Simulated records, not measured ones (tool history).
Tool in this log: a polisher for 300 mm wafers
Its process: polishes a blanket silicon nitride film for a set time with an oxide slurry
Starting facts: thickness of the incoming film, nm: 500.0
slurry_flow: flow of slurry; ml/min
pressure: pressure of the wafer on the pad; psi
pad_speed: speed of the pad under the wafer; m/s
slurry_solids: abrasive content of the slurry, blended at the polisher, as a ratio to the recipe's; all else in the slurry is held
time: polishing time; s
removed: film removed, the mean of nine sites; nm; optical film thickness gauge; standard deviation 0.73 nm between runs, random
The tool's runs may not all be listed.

Run 1, hour 0.0: slurry_flow 235 ml/min, pressure 3.4 psi, pad_speed 1.26 m/s, slurry_solids 1.0, time 40 s. Result: removed 34.022 nm.
Run 2, hour 2.9: slurry_flow 235 ml/min, pressure 3.4 psi, pad_speed 1.10 m/s, slurry_solids 1.0, time 40 s. Result: removed 31.027 nm.
Run 3, hour 3.7: slurry_flow 235 ml/min, pressure 3.4 psi, pad_speed 0.84 m/s, slurry_solids 1.0, time 40 s. Result: removed 25.567 nm.
Run 4, hour 7.0: slurry_flow 235 ml/min, pressure 3.4 psi, pad_speed 0.84 m/s, slurry_solids 0.8, time 40 s. Result: removed 22.195 nm.
Run 5, hour 8.9: slurry_flow 235 ml/min, pressure 3.4 psi, pad_speed 0.84 m/s, slurry_solids 1.0, time 40 s. Result: removed 25.265 nm.
Run 6, hour 11.4: slurry_flow 235 ml/min, pressure 2.6 psi, pad_speed 0.84 m/s, slurry_solids 1.0, time 40 s. Result: removed 20.052 nm.
Run 7, hour 12.9: slurry_flow 235 ml/min, pressure 3.5 psi, pad_speed 0.92 m/s, slurry_solids 1.0, time 40 s. Result: removed 28.056 nm.
Run 8, hour 19.9: slurry_flow 235 ml/min, pressure 4.1 psi, pad_speed 0.94 m/s, slurry_solids 1.0, time 40 s. Result: removed 32.608 nm.
Run 9, hour 23.5: slurry_flow 235 ml/min, pressure 4.5 psi, pad_speed 1.00 m/s, slurry_solids 1.0, time 40 s. Result: removed 38.429 nm.
Run 10, hour 29.4: slurry_flow 235 ml/min, pressure 4.8 psi, pad_speed 1.02 m/s, slurry_solids 1.0, time 40 s. Result: removed 40.980 nm.
Run 11, hour 35.1: slurry_flow 235 ml/min, pressure 5.0 psi, pad_speed 1.06 m/s, slurry_solids 1.0, time 40 s. Result: removed 43.317 nm.

Run 12, settings as shown, results not yet in. Your forecast:
Run 12, hour 41.3: slurry_flow 235 ml/min, pressure 5.1 psi, pad_speed 1.10 m/s, slurry_solids 1.0, time 40 s. Result: removed ?.

{"run 12": {"removed": 46.231}}
